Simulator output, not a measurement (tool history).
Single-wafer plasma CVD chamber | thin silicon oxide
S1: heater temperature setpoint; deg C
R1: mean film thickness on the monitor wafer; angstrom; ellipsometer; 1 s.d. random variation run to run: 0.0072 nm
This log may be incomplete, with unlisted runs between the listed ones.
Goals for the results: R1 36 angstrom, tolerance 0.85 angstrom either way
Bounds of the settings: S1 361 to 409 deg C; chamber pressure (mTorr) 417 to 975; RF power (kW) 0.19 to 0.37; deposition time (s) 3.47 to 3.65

Run 1, hour 0: S1 385 deg C, chamber pressure (mTorr) 696, RF power (kW) 0.28, deposition time (s) 3.65. Result: R1 50.57 angstrom.
Run 2, hour 9: S1 385 deg C, chamber pressure (mTorr) 696, RF power (kW) 0.265, deposition time (s) 3.65. Result: R1 48.888 angstrom.
Run 3, hour 9.8: S1 385 deg C, chamber pressure (mTorr) 696, RF power (kW) 0.235, deposition time (s) 3.65. Result: R1 44.679 angstrom.
Run 4, hour 11.6: S1 385 deg C, chamber pressure (mTorr) 654, RF power (kW) 0.235, deposition time (s) 3.65. Result: R1 42.059 angstrom.
Run 5, hour 15.8: S1 385 deg C, chamber pressure (mTorr) 654, RF power (kW) 0.235, deposition time (s) 3.47. Result: R1 40.113 angstrom.
Run 6, hour 23.8: S1 385 deg C, chamber pressure (mTorr) 634, RF power (kW) 0.235, deposition time (s) 3.47. Result: R1 38.834 angstrom.
Run 7, hour 26.6: S1 385 deg C, chamber pressure (mTorr) 620, RF power (kW) 0.235, deposition time (s) 3.47. Result: R1 37.994 angstrom.
Run 8, hour 27.6: S1 385 deg C, chamber pressure (mTorr) 610, RF power (kW) 0.235, deposition time (s) 3.47. Result: R1 37.244 angstrom.
Run 9, hour 31.1: S1 385 deg C, chamber pressure (mTorr) 604, RF power (kW) 0.235, deposition time (s) 3.47. Result: R1 36.915 angstrom.

Exactly one of the 5 candidate moves below puts every result within its allowed miss. Which one?
Run A, hour 34.6: S1 386 deg C, chamber pressure (mTorr) 608, RF power (kW) 0.24, deposition time (s) 3.53. Result: R1 ?.
Run B, hour 34.6: S1 390 deg C, chamber pressure (mTorr) 620, RF power (kW) 0.22, deposition time (s) 3.47. Result: R1 ?.
Run C, hour 34.6: S1 384 deg C, chamber pressure (mTorr) 612, RF power (kW) 0.25, deposition time (s) 3.47. Result: R1 ?.
Run D, hour 34.6: S1 383 deg C, chamber pressure (mTorr) 618, RF power (kW) 0.225, deposition time (s) 3.65. Result: R1 ?.
Run E, hour 34.6: S1 386 deg C, chamber pressure (mTorr) 657, RF power (kW) 0.205, deposition time (s) 3.65. Result: R1 ?.

move      R1
   A  38.581
   B  36.026
   C  39.365
   D  38.662
   E  37.936
A: its largest miss is bigger than the last run's
B: all results in spec
C: its largest miss is bigger than the last run's
D: its largest miss is bigger than the last run's
E: its largest miss is bigger than the last run's
The right move is B.
